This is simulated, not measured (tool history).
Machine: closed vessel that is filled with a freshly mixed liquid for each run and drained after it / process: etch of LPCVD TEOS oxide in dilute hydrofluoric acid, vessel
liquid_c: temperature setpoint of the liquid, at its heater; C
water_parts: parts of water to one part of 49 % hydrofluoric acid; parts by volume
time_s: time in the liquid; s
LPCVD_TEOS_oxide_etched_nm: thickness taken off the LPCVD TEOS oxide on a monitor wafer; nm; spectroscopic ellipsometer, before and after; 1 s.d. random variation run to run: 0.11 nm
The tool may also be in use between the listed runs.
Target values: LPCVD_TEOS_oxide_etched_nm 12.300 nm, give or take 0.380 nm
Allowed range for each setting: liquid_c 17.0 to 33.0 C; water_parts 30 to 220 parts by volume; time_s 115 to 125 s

Run 1, hour 0.0: liquid_c 25.0 C, water_parts 125 parts by volume, time_s 115 s. Result: LPCVD_TEOS_oxide_etched_nm 23.008 nm.
Run 2, hour 1.0: liquid_c 24.0 C, water_parts 130 parts by volume, time_s 115 s. Result: LPCVD_TEOS_oxide_etched_nm 21.288 nm.
Run 3, hour 2.8: liquid_c 23.5 C, water_parts 135 parts by volume, time_s 115 s. Result: LPCVD_TEOS_oxide_etched_nm 20.107 nm.
Run 4, hour 4.2: liquid_c 23.0 C, water_parts 140 parts by volume, time_s 115 s. Result: LPCVD_TEOS_oxide_etched_nm 18.511 nm.
Run 5, hour 6.7: liquid_c 22.5 C, water_parts 140 parts by volume, time_s 115 s. Result: LPCVD_TEOS_oxide_etched_nm 18.467 nm.
Run 6, hour 11.1: liquid_c 22.0 C, water_parts 145 parts by volume, time_s 115 s. Result: LPCVD_TEOS_oxide_etched_nm 17.015 nm.
Run 7, hour 15.1: liquid_c 21.5 C, water_parts 145 parts by volume, time_s 115 s. Result: LPCVD_TEOS_oxide_etched_nm 16.947 nm.
Run 8, hour 22.5: liquid_c 21.0 C, water_parts 145 parts by volume, time_s 115 s. Result: LPCVD_TEOS_oxide_etched_nm 16.763 nm.
Run 9, hour 27.2: liquid_c 20.5 C, water_parts 150 parts by volume, time_s 115 s. Result: LPCVD_TEOS_oxide_etched_nm 15.719 nm.
Run 10, hour 31.4: liquid_c 20.0 C, water_parts 150 parts by volume, time_s 115 s. Result: LPCVD_TEOS_oxide_etched_nm 15.504 nm.
Run 11, hour 34.7: liquid_c 19.5 C, water_parts 150 parts by volume, time_s 115 s. Result: LPCVD_TEOS_oxide_etched_nm 15.144 nm.
Run 12, hour 37.0: liquid_c 19.0 C, water_parts 150 parts by volume, time_s 115 s. Result: LPCVD_TEOS_oxide_etched_nm 14.681 nm.
Run 13, hour 38.1: liquid_c 18.0 C, water_parts 155 parts by volume, time_s 115 s. Result: LPCVD_TEOS_oxide_etched_nm 13.671 nm.
Run 14, hour 46.1: liquid_c 17.5 C, water_parts 160 parts by volume, time_s 115 s. Result: LPCVD_TEOS_oxide_etched_nm 12.841 nm.

Pick the move, out of 4, that brings all results within their allowed miss; only one does.
Run A, hour 54.1: liquid_c 20.5 C, water_parts 180 parts by volume, time_s 120 s. Result: LPCVD_TEOS_oxide_etched_nm ?.
Run B, hour 54.1: liquid_c 18.5 C, water_parts 165 parts by volume, time_s 115 s. Result: LPCVD_TEOS_oxide_etched_nm ?.
Run C, hour 54.1: liquid_c 17.0 C, water_parts 155 parts by volume, time_s 120 s. Result: LPCVD_TEOS_oxide_etched_nm ?.
Run D, hour 54.1: liquid_c 21.0 C, water_parts 195 parts by volume, time_s 120 s. Result: LPCVD_TEOS_oxide_etched_nm ?.

move  LPCVD_TEOS_oxide_etched_nm
   A                      13.390
   B                      13.132
   C                      13.862
   D                      12.410
A: moves away from the targets compared with the last run
B: moves away from the targets compared with the last run
C: moves away from the targets compared with the last run
D: every result within its allowed miss
So the answer is move D, the one that meets all the targets.

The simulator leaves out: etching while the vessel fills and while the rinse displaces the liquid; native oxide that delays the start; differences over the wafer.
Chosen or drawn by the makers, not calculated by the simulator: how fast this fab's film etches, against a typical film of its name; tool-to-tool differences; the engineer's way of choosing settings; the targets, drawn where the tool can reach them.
